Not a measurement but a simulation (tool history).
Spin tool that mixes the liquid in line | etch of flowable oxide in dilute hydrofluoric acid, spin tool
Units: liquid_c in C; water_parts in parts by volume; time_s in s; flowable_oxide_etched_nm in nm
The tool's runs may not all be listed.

run,hour,liquid_c,water_parts,time_s,flowable_oxide_etched_nm
1,0,21,190,105,16.826
2,8.9,20,190,105,15.99
3,14,21,190,105,17.029
4,18.6,21.5,190,105,17.087
5,26.3,22,190,105,17.165
6,29.4,22.5,190,105,17.608
7,33.5,23,190,105,17.935
8,34.3,23.5,190,105,18.418

Forecast run 9:
9,39.4,24,190,105,?

flowable_oxide_etched_nm: 18.293 nm

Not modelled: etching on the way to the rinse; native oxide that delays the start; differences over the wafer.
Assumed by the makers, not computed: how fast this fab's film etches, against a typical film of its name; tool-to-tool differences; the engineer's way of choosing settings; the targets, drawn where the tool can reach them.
